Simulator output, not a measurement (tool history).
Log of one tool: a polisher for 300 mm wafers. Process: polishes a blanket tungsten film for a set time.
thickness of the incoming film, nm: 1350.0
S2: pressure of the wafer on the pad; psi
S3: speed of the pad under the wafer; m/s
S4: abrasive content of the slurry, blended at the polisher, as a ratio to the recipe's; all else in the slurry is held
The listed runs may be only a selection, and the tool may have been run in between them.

run 1 hour=0.0 | flow_of_slurry_(ml/min)=210 S2=4.3 S3=1.08 S4=1.0 polishing_time_(s)=45 | film_removed_(angstrom)=2720.3
run 2 hour=1.6 | flow_of_slurry_(ml/min)=210 S2=3.9 S3=1.08 S4=1.0 polishing_time_(s)=45 | film_removed_(angstrom)=2428.5
run 3 hour=8.8 | flow_of_slurry_(ml/min)=210 S2=4.3 S3=1.08 S4=1.0 polishing_time_(s)=45 | film_removed_(angstrom)=2719.5
run 4 hour=13.2 | flow_of_slurry_(ml/min)=210 S2=4.3 S3=1.08 S4=1.0 polishing_time_(s)=40 | film_removed_(angstrom)=2354.7
run 5 hour=15.7 | flow_of_slurry_(ml/min)=210 S2=4.7 S3=1.10 S4=1.0 polishing_time_(s)=40 | film_removed_(angstrom)=2629.3
run 6 hour=17.3 | flow_of_slurry_(ml/min)=210 S2=5.0 S3=1.14 S4=1.0 polishing_time_(s)=40 | film_removed_(angstrom)=2829.6
run 7 hour=24.0 | flow_of_slurry_(ml/min)=210 S2=5.0 S3=1.14 S4=1.0 polishing_time_(s)=40 | film_removed_(angstrom)=2821.0
run 8 hour=29.1 | flow_of_slurry_(ml/min)=210 S2=5.3 S3=1.18 S4=1.0 polishing_time_(s)=40 | film_removed_(angstrom)=3047.9
run 9 hour=35.3 | flow_of_slurry_(ml/min)=210 S2=5.5 S3=1.22 S4=1.0 polishing_time_(s)=40 | film_removed_(angstrom)=3220.2

Run 10, settings as shown, results not yet in. Your forecast:
run 10 hour=35.9 | flow_of_slurry_(ml/min)=210 S2=5.7 S3=1.24 S4=1.0 polishing_time_(s)=40 | film_removed_(angstrom)=?

film removed (angstrom): 3430.2
